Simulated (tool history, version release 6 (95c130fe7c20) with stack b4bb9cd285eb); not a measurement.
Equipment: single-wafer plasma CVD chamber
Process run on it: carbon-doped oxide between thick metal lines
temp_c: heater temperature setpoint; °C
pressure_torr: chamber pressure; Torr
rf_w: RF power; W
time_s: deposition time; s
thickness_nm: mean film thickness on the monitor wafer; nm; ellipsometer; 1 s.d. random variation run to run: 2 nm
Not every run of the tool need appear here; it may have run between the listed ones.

run 1 hour=0.0 | temp_c=340 pressure_torr=4.19 rf_w=525 time_s=86.9 | thickness_nm=426.50
run 2 hour=4.9 | temp_c=340 pressure_torr=4.19 rf_w=490 time_s=86.9 | thickness_nm=400.06
run 3 hour=8.6 | temp_c=342 pressure_torr=3.97 rf_w=480 time_s=86.9 | thickness_nm=390.98
run 4 hour=15.7 | temp_c=350 pressure_torr=3.97 rf_w=480 time_s=86.9 | thickness_nm=381.63
run 5 hour=24.3 | temp_c=350 pressure_torr=4.34 rf_w=480 time_s=86.9 | thickness_nm=391.03
run 6 hour=30.0 | temp_c=345 pressure_torr=4.34 rf_w=480 time_s=86.9 | thickness_nm=392.16

What does the tool deliver on the next run?
run 7 hour=32.8 | temp_c=347 pressure_torr=3.50 rf_w=405 time_s=86.9 | thickness_nm=?

{"run 7": {"thickness_nm": 315.51}}
